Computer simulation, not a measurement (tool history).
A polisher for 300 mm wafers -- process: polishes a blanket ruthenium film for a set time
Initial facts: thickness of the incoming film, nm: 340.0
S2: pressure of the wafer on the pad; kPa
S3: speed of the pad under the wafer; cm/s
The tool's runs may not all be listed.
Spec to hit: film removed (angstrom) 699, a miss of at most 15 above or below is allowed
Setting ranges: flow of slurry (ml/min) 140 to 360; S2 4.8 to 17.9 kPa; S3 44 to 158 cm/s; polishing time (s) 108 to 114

Run 1, hour 0: flow of slurry (ml/min) 230, S2 11 kPa, S3 100 cm/s, polishing time (s) 108. Result: film removed (angstrom) 876.15.
Run 2, hour 8: flow of slurry (ml/min) 225, S2 11 kPa, S3 100 cm/s, polishing time (s) 108. Result: film removed (angstrom) 866.87.
Run 3, hour 17: flow of slurry (ml/min) 220, S2 11 kPa, S3 100 cm/s, polishing time (s) 108. Result: film removed (angstrom) 863.94.
Run 4, hour 17.6: flow of slurry (ml/min) 215, S2 11 kPa, S3 100 cm/s, polishing time (s) 108. Result: film removed (angstrom) 856.34.
Run 5, hour 25.1: flow of slurry (ml/min) 215, S2 13.8 kPa, S3 100 cm/s, polishing time (s) 108. Result: film removed (angstrom) 1067.
Run 6, hour 33.8: flow of slurry (ml/min) 245, S2 13.8 kPa, S3 100 cm/s, polishing time (s) 108. Result: film removed (angstrom) 1092.7.
Run 7, hour 36.4: flow of slurry (ml/min) 240, S2 13.1 kPa, S3 100 cm/s, polishing time (s) 108. Result: film removed (angstrom) 1024.1.
Run 8, hour 45.2: flow of slurry (ml/min) 240, S2 13.1 kPa, S3 100 cm/s, polishing time (s) 108. Result: film removed (angstrom) 1038.8.
Run 9, hour 48.4: flow of slurry (ml/min) 230, S2 12.4 kPa, S3 100 cm/s, polishing time (s) 108. Result: film removed (angstrom) 980.45.
Run 10, hour 57.2: flow of slurry (ml/min) 225, S2 11.7 kPa, S3 100 cm/s, polishing time (s) 108. Result: film removed (angstrom) 916.18.
Run 11, hour 65: flow of slurry (ml/min) 190, S2 8.3 kPa, S3 100 cm/s, polishing time (s) 108. Result: film removed (angstrom) 641.84.
Run 12, hour 66.4: flow of slurry (ml/min) 195, S2 8.3 kPa, S3 100 cm/s, polishing time (s) 108. Result: film removed (angstrom) 648.48.
Run 13, hour 67.4: flow of slurry (ml/min) 200, S2 8.3 kPa, S3 100 cm/s, polishing time (s) 108. Result: film removed (angstrom) 651.4.
Run 14, hour 75: flow of slurry (ml/min) 205, S2 8.3 kPa, S3 100 cm/s, polishing time (s) 108. Result: film removed (angstrom) 656.79.
Run 15, hour 83: flow of slurry (ml/min) 210, S2 8.3 kPa, S3 100 cm/s, polishing time (s) 108. Result: film removed (angstrom) 651.43.
Run 16, hour 85: flow of slurry (ml/min) 215, S2 8.3 kPa, S3 100 cm/s, polishing time (s) 108. Result: film removed (angstrom) 647.01.

Below are 5 possible settings for the next run. Only one of them brings all results inside the allowed miss of their targets. Which is it?
Run A, hour 87: flow of slurry (ml/min) 245, S2 9 kPa, S3 102 cm/s, polishing time (s) 111. Result: film removed (angstrom) ?.
Run B, hour 87: flow of slurry (ml/min) 225, S2 8.3 kPa, S3 106 cm/s, polishing time (s) 108. Result: film removed (angstrom) ?.
Run C, hour 87: flow of slurry (ml/min) 230, S2 9 kPa, S3 100 cm/s, polishing time (s) 112. Result: film removed (angstrom) ?.
Run D, hour 87: flow of slurry (ml/min) 210, S2 9 kPa, S3 104 cm/s, polishing time (s) 108. Result: film removed (angstrom) ?.
Run E, hour 87: flow of slurry (ml/min) 175, S2 11 kPa, S3 86 cm/s, polishing time (s) 111. Result: film removed (angstrom) ?.

move  film removed (angstrom)
   A                   750.67
   B                   694.58
   C                   737.26
   D                   729.53
   E                   740.79
A: moves the result that the last run missed by most past its target, out the other side
B: all results land within tolerance of their targets
C: moves the result that the last run missed by most past its target, out the other side
D: moves the result that the last run missed by most past its target, out the other side
E: moves the result that the last run missed by most past its target, out the other side
Go with B: it meets all targets.
